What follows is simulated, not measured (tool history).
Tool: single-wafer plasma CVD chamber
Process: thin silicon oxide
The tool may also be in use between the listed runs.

run	hour	heater temperature setpoint (°C)	chamber pressure (mTorr)	RF power (W)	deposition time (s)	mean film thickness on the monitor wafer (Å)
1	0.0	400	625	270	4.27	61.620
2	8.1	400	625	270	4.41	63.248
3	14.7	400	586	270	4.41	60.354
4	21.9	400	637	270	4.41	64.155
5	30.6	400	540	270	4.41	54.877
6	37.8	400	540	305	4.41	58.384
7	41.5	400	592	305	4.41	63.851
8	46.6	400	627	305	4.41	67.496
9	47.2	400	653	305	4.41	70.070
10	51.2	400	673	305	4.41	71.976

Run 11 comes next. What will it give?
11	59.3	400	688	305	4.41	?

{"run 11": {"mean film thickness on the monitor wafer (Å)": 74.012}}
